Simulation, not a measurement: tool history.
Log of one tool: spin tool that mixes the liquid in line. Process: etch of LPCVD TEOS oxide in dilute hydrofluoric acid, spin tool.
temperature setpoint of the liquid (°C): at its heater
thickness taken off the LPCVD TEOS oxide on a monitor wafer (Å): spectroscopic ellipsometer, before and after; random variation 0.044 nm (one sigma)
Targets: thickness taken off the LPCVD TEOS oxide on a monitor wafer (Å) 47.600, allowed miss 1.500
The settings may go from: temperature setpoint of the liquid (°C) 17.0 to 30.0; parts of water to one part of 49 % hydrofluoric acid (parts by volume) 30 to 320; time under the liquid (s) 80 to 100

run  hour  temperature setpoint of the liquid (°C)  parts of water to one part of 49 % hydrofluoric acid (parts by volume)  time under the liquid (s)  thickness taken off the LPCVD TEOS oxide on a monitor wafer (Å)
  1   0.0                                     22.0                                                                     175                        100                                                           98.358
  2   4.0                                     24.0                                                                     175                        100                                                          104.540
  3   9.4                                     22.0                                                                     200                        100                                                           82.663
  4  17.3                                     20.5                                                                     220                        100                                                           69.920
  5  21.1                                     20.5                                                                     220                        100                                                           70.674
  6  28.1                                     20.5                                                                     220                        100                                                           71.607
  7  32.4                                     19.5                                                                     235                        100                                                           61.633
  8  34.1                                     19.0                                                                     245                        100                                                           57.171
  9  36.6                                     18.5                                                                     250                        100                                                           56.324
 10  37.3                                     18.0                                                                     255                        100                                                           53.480
 11  46.1                                     18.0                                                                     260                        100                                                           52.139
 12  47.7                                     18.0                                                                     265                        100                                                           50.802

5 next moves are on the table. One of them brings every result within its allowed miss. Which?
  A  49.3                                     17.5                                                                     295                        100                                                                ?
  B  49.3                                     19.0                                                                     265                         85                                                                ?
  C  49.3                                     18.5                                                                     250                         80                                                                ?
  D  49.3                                     17.0                                                                     235                         80                                                                ?
  E  49.3                                     17.0                                                                     270                        100                                                                ?

move  thickness taken off the LPCVD TEOS oxide on a monitor wafer (Å)
   A                                                           44.016
   B                                                           45.237
   C                                                           44.918
   D                                                           45.761
   E                                                           48.247
A: takes the result that was furthest off past its target
B: takes the result that was furthest off past its target
C: takes the result that was furthest off past its target
D: takes the result that was furthest off past its target
E: meets every target
The right move is E.
